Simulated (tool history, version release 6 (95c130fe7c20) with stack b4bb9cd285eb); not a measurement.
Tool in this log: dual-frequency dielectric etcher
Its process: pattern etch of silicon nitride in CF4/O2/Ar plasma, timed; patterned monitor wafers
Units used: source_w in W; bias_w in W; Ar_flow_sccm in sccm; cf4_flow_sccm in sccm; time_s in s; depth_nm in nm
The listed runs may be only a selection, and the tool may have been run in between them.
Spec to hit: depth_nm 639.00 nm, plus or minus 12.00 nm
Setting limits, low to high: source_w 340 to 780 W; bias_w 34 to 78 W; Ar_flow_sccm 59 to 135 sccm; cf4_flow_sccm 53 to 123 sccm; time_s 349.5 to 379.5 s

run    day  source_w  bias_w  Ar_flow_sccm  cf4_flow_sccm  time_s  depth_nm
  1  0.000       560      56            97             88   379.5    848.30
  2  0.267       560      65            97             88   379.5    886.25
  3  0.600       560      65            97             76   379.5    872.21
  4  0.971       520      65            97             76   379.5    829.84
  5  1.017       430      65            97             76   379.5    738.72
     1.104  -- source power generator calibrated
  6  1.104       430      65            85             76   379.5    721.62
  7  1.138       410      65            85             76   379.5    699.98
  8  1.433       400      65            85             76   379.5    687.94

Exactly one of the 5 candidate moves below puts every result within its allowed miss. Which one?
  A  1.729       370      73           101             69   353.5         ?
  B  1.729       340      64            87             77   369.0         ?
  C  1.729       350      71            71             61   356.5         ?
  D  1.729       360      65            59             84   357.5         ?
  E  1.729       340      77            79             88   349.5         ?

move  depth_nm
   A    614.01
   B    599.02
   C    611.50
   D    635.38
   E    617.74
A: pushes the last run's worst result past its target
B: pushes the last run's worst result past its target
C: pushes the last run's worst result past its target
D: meets every target
E: pushes the last run's worst result past its target
Answer: D

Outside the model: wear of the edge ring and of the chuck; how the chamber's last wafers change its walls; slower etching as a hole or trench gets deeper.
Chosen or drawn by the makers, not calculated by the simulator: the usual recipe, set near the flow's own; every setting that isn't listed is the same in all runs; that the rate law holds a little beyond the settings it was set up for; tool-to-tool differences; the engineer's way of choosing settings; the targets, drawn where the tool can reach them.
